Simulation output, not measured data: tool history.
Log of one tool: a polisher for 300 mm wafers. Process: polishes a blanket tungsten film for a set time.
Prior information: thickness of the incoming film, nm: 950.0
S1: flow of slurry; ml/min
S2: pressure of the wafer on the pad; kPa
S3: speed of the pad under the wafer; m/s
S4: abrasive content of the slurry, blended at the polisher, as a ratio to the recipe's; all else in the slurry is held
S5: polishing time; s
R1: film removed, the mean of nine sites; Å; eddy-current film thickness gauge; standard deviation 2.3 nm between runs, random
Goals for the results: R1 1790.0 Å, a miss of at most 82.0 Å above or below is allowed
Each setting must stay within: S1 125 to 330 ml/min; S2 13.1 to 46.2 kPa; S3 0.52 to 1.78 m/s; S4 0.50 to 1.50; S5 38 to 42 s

Run 1, day 0.000: S1 210 ml/min, S2 29.6 kPa, S3 1.14 m/s, S4 1.00, S5 42 s. Result: R1 2321.8 Å.
Run 2, day 0.200: S1 210 ml/min, S2 29.0 kPa, S3 1.14 m/s, S4 1.00, S5 42 s. Result: R1 2231.3 Å.
Run 3, day 0.417: S1 230 ml/min, S2 29.0 kPa, S3 1.14 m/s, S4 1.00, S5 42 s. Result: R1 2287.9 Å.
Run 4, day 0.458: S1 230 ml/min, S2 29.0 kPa, S3 1.32 m/s, S4 1.00, S5 42 s. Result: R1 2626.2 Å.
Run 5, day 0.712: S1 230 ml/min, S2 29.0 kPa, S3 1.44 m/s, S4 1.00, S5 42 s. Result: R1 2893.4 Å.
Run 6, day 0.908: S1 230 ml/min, S2 27.6 kPa, S3 1.44 m/s, S4 1.00, S5 42 s. Result: R1 2706.6 Å.
Run 7, day 0.933: S1 230 ml/min, S2 26.2 kPa, S3 1.44 m/s, S4 1.00, S5 42 s. Result: R1 2593.0 Å.
Run 8, day 0.958: S1 230 ml/min, S2 24.8 kPa, S3 1.44 m/s, S4 1.00, S5 42 s. Result: R1 2484.8 Å.
Run 9, day 1.229: S1 230 ml/min, S2 23.4 kPa, S3 1.44 m/s, S4 1.00, S5 42 s. Result: R1 2329.8 Å.
Run 10, day 1.275: S1 230 ml/min, S2 22.8 kPa, S3 1.44 m/s, S4 1.00, S5 42 s. Result: R1 2283.1 Å.
Run 11, day 1.317: S1 230 ml/min, S2 22.1 kPa, S3 1.44 m/s, S4 1.00, S5 42 s. Result: R1 2161.5 Å.

Of the 4 settings listed for the next run, only one would bring every result within its allowed miss of target. Which one?
Run A, day 1.358: S1 265 ml/min, S2 23.4 kPa, S3 1.36 m/s, S4 0.95, S5 39 s. Result: R1 ?.
Run B, day 1.358: S1 185 ml/min, S2 16.5 kPa, S3 1.58 m/s, S4 0.95, S5 38 s. Result: R1 ?.
Run C, day 1.358: S1 190 ml/min, S2 22.1 kPa, S3 1.36 m/s, S4 1.05, S5 40 s. Result: R1 ?.
Run D, day 1.358: S1 185 ml/min, S2 17.9 kPa, S3 1.64 m/s, S4 1.00, S5 38 s. Result: R1 ?.

move      R1
   A  2073.8
   B  1599.0
   C  1974.5
   D  1814.6
A: closer than the last run, but not yet in spec
B: pushes the last run's worst result past its target
C: closer than the last run, but not yet in spec
D: meets every target
Go with D: it meets all targets.
